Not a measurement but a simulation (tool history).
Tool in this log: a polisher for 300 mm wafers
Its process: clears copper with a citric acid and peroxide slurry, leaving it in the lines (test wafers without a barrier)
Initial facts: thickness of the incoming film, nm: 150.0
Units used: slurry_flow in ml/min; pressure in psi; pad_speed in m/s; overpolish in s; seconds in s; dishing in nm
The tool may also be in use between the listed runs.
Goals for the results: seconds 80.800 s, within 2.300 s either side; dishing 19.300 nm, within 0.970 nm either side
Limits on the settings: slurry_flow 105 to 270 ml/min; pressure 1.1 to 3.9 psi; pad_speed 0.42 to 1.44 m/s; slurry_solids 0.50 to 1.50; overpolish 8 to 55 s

| run | hour | slurry_flow | pressure | pad_speed | slurry_solids | overpolish | seconds | dishing |
|---|---|---|---|---|---|---|---|---|
| 1 | 0.0 | 175 | 2.5 | 0.92 | 1.00 | 28 | 103.520 | 24.469 |
| 2 | 4.5 | 185 | 2.7 | 0.92 | 1.00 | 23 | 93.866 | 22.630 |
| 3 | 12.6 | 185 | 2.7 | 0.78 | 1.00 | 23 | 112.840 | 19.248 |
| 4 | 17.3 | 185 | 2.7 | 0.78 | 1.00 | 16 | 111.620 | 15.048 |
| 5 | 19.9 | 195 | 2.9 | 0.78 | 1.00 | 16 | 102.510 | 15.210 |
| 6 | 28.3 | 195 | 2.9 | 0.78 | 0.80 | 16 | 107.350 | 14.830 |
| 7 | 28.8 | 200 | 3.1 | 0.78 | 0.80 | 17 | 99.787 | 17.005 |
|  | 30.6 | worn pad replaced by a new one |
| 8 | 30.6 | 205 | 3.3 | 0.78 | 0.80 | 17 | 87.094 | 18.681 |
| 9 | 39.4 | 215 | 3.3 | 0.78 | 0.80 | 17 | 87.832 | 19.425 |
| 10 | 41.0 | 225 | 3.3 | 0.78 | 0.80 | 16 | 86.001 | 18.391 |
| 11 | 44.3 | 235 | 3.3 | 0.78 | 0.80 | 16 | 85.312 | 18.008 |
| 12 | 50.7 | 240 | 3.3 | 0.78 | 0.80 | 16 | 85.698 | 18.188 |
| 13 | 52.6 | 245 | 3.3 | 0.78 | 0.80 | 16 | 85.008 | 18.334 |
| 14 | 60.4 | 250 | 3.3 | 0.78 | 0.80 | 16 | 87.103 | 18.561 |

Exactly one of the 5 candidate moves below puts every result within its allowed miss. Which one?
| A | 68.2 | 260 | 2.6 | 0.88 | 0.70 | 17 | ? | ? |
| B | 68.2 | 220 | 2.8 | 0.82 | 0.90 | 18 | ? | ? |
| C | 68.2 | 265 | 3.3 | 0.84 | 0.80 | 13 | ? | ? |
| D | 68.2 | 160 | 3.8 | 0.78 | 0.70 | 16 | ? | ? |
| E | 68.2 | 205 | 2.5 | 0.92 | 0.95 | 17 | ? | ? |

| move | seconds | dishing |
|---|---|---|
| A | 96.857 | 17.412 |
| B | 93.541 | 18.784 |
| C | 78.166 | 16.763 |
| D | 79.997 | 19.517 |
| E | 93.189 | 17.936 |
A: lands further from the targets than the last run did
B: lands further from the targets than the last run did
C: carries the result that was furthest off beyond its target, to the other side
D: in spec on every target
E: lands further from the targets than the last run did
Correct choice: D, which meets every target
